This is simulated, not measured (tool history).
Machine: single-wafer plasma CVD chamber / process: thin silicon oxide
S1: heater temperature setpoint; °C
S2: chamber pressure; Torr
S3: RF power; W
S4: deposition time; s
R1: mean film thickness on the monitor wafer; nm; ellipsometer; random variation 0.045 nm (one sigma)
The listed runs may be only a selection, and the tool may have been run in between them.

{"run": 1, "hour": 0.0, "S1": 410, "S2": 0.7, "S3": 335, "S4": 4.4, "R1": 7.5187}
{"run": 2, "hour": 2.1, "S1": 410, "S2": 0.7, "S3": 335, "S4": 4.54, "R1": 7.8422}
{"run": 3, "hour": 7.6, "S1": 410, "S2": 0.723, "S3": 335, "S4": 4.54, "R1": 8.0793}
{"run": 4, "hour": 12.6, "S1": 410, "S2": 0.723, "S3": 335, "S4": 4.4, "R1": 7.8157}
{"run": 5, "hour": 21.1, "S1": 410, "S2": 0.723, "S3": 295, "S4": 4.4, "R1": 7.5343}
{"run": 6, "hour": 27.8, "S1": 410, "S2": 0.752, "S3": 295, "S4": 4.4, "R1": 7.7198}
{"run": 7, "hour": 31.1, "S1": 410, "S2": 0.781, "S3": 295, "S4": 4.4, "R1": 7.9571}
{"run": 8, "hour": 38.2, "S1": 410, "S2": 0.807, "S3": 295, "S4": 4.4, "R1": 8.1864}
{"run": 9, "hour": 43.4, "S1": 410, "S2": 0.827, "S3": 295, "S4": 4.4, "R1": 8.3944}

Forecast run 10:
{"run": 10, "hour": 48.5, "S1": 410, "S2": 0.842, "S3": 295, "S4": 4.4, "R1": "?"}

R1: 8.4556 nm

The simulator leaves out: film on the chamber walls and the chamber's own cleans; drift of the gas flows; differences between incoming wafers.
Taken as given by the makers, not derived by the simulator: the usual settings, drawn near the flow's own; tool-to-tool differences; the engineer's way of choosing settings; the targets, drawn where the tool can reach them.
